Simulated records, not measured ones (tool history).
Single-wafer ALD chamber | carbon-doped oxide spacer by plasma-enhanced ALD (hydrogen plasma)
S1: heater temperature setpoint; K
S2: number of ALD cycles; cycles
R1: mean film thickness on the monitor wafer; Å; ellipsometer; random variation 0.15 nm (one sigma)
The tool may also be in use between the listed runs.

| run | hour | S1 | S2 | R1 |
|---|---|---|---|---|
| 1 | 0 | 668.15 | 510 | 255.07 |
| 2 | 1.7 | 668.15 | 449 | 223.35 |
| 3 | 8.9 | 674.15 | 449 | 224.23 |
| 4 | 15.1 | 669.15 | 449 | 227.64 |
| 5 | 16.8 | 676.15 | 449 | 223.12 |
| 6 | 25.2 | 676.15 | 376 | 185.67 |
| 7 | 30.9 | 675.15 | 419 | 206.8 |

The next listed run, before its measurement:
| 8 | 37.3 | 674.15 | 454 | ? |

R1: 226.57 Å
